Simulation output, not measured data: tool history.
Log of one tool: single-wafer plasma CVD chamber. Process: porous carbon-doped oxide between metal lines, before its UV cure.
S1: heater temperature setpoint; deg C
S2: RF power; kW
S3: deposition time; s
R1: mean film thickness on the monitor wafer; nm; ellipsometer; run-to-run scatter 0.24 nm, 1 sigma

{"run": 1, "day": 0.0, "S1": 290, "S2": 0.57, "S3": 12.5, "R1": 86.912}
{"run": 2, "day": 0.138, "S1": 290, "S2": 0.57, "S3": 11.9, "R1": 82.831}
{"run": 3, "day": 0.217, "S1": 290, "S2": 0.635, "S3": 11.9, "R1": 91.817}
{"run": 4, "day": 0.488, "S1": 296, "S2": 0.61, "S3": 11.9, "R1": 85.216}
{"run": 5, "day": 0.858, "S1": 296, "S2": 0.66, "S3": 11.9, "R1": 90.951}
{"run": 6, "day": 1.15, "S1": 301, "S2": 0.63, "S3": 11.9, "R1": 84.623}
{"run": 7, "day": 1.275, "S1": 304, "S2": 0.61, "S3": 11.9, "R1": 81.033}
{"run": 8, "day": 1.579, "S1": 307, "S2": 0.595, "S3": 11.9, "R1": 77.361}
{"run": 9, "day": 1.6, "S1": 309, "S2": 0.59, "S3": 11.9, "R1": 75.539}
{"run": 10, "day": 1.671, "S1": 310, "S2": 0.59, "S3": 11.9, "R1": 74.724}

Forecast run 11:
{"run": 11, "day": 1.788, "S1": 311, "S2": 0.59, "S3": 11.9, "R1": "?"}

R1: 74.709 nm

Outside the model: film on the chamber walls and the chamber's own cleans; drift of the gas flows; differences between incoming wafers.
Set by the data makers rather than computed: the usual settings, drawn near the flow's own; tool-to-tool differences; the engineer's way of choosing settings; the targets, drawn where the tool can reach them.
